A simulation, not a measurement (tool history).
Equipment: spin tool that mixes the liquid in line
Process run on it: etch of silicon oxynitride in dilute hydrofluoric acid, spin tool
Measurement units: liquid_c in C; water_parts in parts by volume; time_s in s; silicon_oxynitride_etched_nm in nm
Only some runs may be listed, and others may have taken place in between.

run    day  liquid_c  water_parts  time_s  silicon_oxynitride_etched_nm
  1  0.000      21.0           55      85                        3.8034
  2  0.367      21.0           65      85                        3.2379
  3  0.492      20.5           70      85                        2.8578
  4  0.729      20.0           70      85                        2.8399
  5  1.004      20.0           70      65                        2.1857
  6  1.179      19.5           70      65                        2.1091
  7  1.246      18.5           70      65                        2.0101
  8  1.421      18.0           70      65                        1.9624

Expected results for the next run?
  9  1.558      18.0           70      65                             ?

{"run 9": {"silicon_oxynitride_etched_nm": 1.9574}}

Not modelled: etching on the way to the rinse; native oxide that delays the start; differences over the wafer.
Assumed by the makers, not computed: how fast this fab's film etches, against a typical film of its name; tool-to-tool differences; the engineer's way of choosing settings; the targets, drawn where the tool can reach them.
